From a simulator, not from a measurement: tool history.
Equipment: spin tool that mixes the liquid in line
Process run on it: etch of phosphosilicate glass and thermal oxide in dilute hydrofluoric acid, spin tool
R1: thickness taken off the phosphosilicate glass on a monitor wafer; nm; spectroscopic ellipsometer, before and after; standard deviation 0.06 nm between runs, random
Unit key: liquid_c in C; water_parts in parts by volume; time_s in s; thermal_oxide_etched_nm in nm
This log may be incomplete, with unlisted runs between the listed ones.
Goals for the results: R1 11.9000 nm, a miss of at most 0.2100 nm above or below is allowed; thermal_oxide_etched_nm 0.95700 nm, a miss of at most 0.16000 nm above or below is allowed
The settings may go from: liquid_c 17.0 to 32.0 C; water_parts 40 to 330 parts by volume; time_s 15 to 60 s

{"run": 1, "day": 0.0, "liquid_c": 24.0, "water_parts": 185, "time_s": 30, "R1": 9.4011, "thermal_oxide_etched_nm": 0.78834}
{"run": 2, "day": 0.346, "liquid_c": 25.0, "water_parts": 185, "time_s": 30, "R1": 9.719, "thermal_oxide_etched_nm": 0.6914}
{"run": 3, "day": 0.408, "liquid_c": 25.0, "water_parts": 180, "time_s": 30, "R1": 10.16, "thermal_oxide_etched_nm": 0.83843}
{"run": 4, "day": 0.508, "liquid_c": 25.0, "water_parts": 135, "time_s": 30, "R1": 14.122, "thermal_oxide_etched_nm": 1.0804}
{"run": 5, "day": 0.733, "liquid_c": 24.5, "water_parts": 135, "time_s": 30, "R1": 13.997, "thermal_oxide_etched_nm": 1.1326}
{"run": 6, "day": 0.971, "liquid_c": 24.5, "water_parts": 100, "time_s": 30, "R1": 19.726, "thermal_oxide_etched_nm": 1.6848}
{"run": 7, "day": 1.008, "liquid_c": 24.0, "water_parts": 110, "time_s": 30, "R1": 17.36, "thermal_oxide_etched_nm": 1.3581}
{"run": 8, "day": 1.171, "liquid_c": 23.0, "water_parts": 115, "time_s": 30, "R1": 15.764, "thermal_oxide_etched_nm": 1.2379}
{"run": 9, "day": 1.346, "liquid_c": 22.0, "water_parts": 115, "time_s": 30, "R1": 15.021, "thermal_oxide_etched_nm": 1.1609}
{"run": 10, "day": 1.404, "liquid_c": 21.0, "water_parts": 115, "time_s": 30, "R1": 14.577, "thermal_oxide_etched_nm": 1.207}
{"run": 11, "day": 1.604, "liquid_c": 20.5, "water_parts": 115, "time_s": 30, "R1": 14.327, "thermal_oxide_etched_nm": 1.1729}

Pick the move, out of 5, that brings all results within their allowed miss; only one does.
{"run": "A", "day": 1.804, "liquid_c": 24.5, "water_parts": 150, "time_s": 30, "R1": "?", "thermal_oxide_etched_nm": "?"}
{"run": "B", "day": 1.804, "liquid_c": 31.5, "water_parts": 185, "time_s": 30, "R1": "?", "thermal_oxide_etched_nm": "?"}
{"run": "C", "day": 1.804, "liquid_c": 19.5, "water_parts": 90, "time_s": 20, "R1": "?", "thermal_oxide_etched_nm": "?"}
{"run": "D", "day": 1.804, "liquid_c": 26.0, "water_parts": 170, "time_s": 35, "R1": "?", "thermal_oxide_etched_nm": "?"}
{"run": "E", "day": 1.804, "liquid_c": 23.5, "water_parts": 165, "time_s": 35, "R1": "?", "thermal_oxide_etched_nm": "?"}

move=A R1=12.3430 thermal_oxide_etched_nm=0.95804
move=B R1=12.3540 thermal_oxide_etched_nm=0.95892
move=C R1=12.0340 thermal_oxide_etched_nm=0.93406
move=D R1=13.1320 thermal_oxide_etched_nm=1.01930
move=E R1=12.3900 thermal_oxide_etched_nm=0.96171
A: closes in on the targets versus the last run, not all within tolerance yet
B: closes in on the targets versus the last run, not all within tolerance yet
C: every result lands within tolerance
D: closes in on the targets versus the last run, not all within tolerance yet
E: closes in on the targets versus the last run, not all within tolerance yet
Move C is the one to make.

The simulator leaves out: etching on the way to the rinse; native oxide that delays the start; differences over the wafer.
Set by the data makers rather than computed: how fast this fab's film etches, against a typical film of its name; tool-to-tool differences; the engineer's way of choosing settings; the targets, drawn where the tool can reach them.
